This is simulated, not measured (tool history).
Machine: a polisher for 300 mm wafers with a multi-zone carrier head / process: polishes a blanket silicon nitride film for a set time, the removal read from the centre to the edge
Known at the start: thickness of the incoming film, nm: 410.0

run	hour	flow of slurry (ml/min)	pressure of the head's centre zone	pressure of the head's middle zone	pressure of the head's edge zone	polishing time (s)	film removed at the wafer's centre (Å)	film removed at mid-radius (Å)	film removed at the wafer's edge (Å)
1	0	195	1	1	1	75	1288.2	1284.9	1288.5
2	3.3	210	1.04	1.03	1.04	79	1439.7	1388.4	1398.9
3	5	225	1.04	1.03	1.04	79	1442.4	1399	1453.3
4	10.9	225	1.04	1.03	1.12	79	1434.7	1382.1	1443.6
5	12.4	225	1.04	1.03	1.08	79	1441.9	1393.8	1470
6	17.1	225	1.04	1.03	1.14	79	1430.2	1401.4	1499.6
# hour 20.2: edge zone pressure recalibrated
7	20.2	235	1.07	1.07	1.14	82	1542.1	1535	1453.9

What does the tool deliver on the next run?
8	22	245	1.08	1.07	1.14	85	?	?	?

{"run 8": {"film removed at the wafer's centre (Å)": 1637, "film removed at mid-radius (Å)": 1566.3, "film removed at the wafer's edge (Å)": 1540.5}}
